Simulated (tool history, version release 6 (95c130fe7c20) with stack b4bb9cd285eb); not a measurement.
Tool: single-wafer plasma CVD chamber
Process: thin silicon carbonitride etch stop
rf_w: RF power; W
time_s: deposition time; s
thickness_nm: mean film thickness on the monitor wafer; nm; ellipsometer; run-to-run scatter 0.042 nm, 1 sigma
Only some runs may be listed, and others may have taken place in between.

run	hour	rf_w	time_s	thickness_nm
1	0.0	255	22.4	16.137
2	4.4	275	22.4	16.356
3	7.1	275	19.3	14.110
4	8.1	275	17.9	13.066
5	10.6	275	15.9	11.626
6	18.8	275	18.9	13.829

The next listed run, before its measurement:
7	19.6	280	19.3	?

Run 7 came out at thickness_nm 14.135 nm.

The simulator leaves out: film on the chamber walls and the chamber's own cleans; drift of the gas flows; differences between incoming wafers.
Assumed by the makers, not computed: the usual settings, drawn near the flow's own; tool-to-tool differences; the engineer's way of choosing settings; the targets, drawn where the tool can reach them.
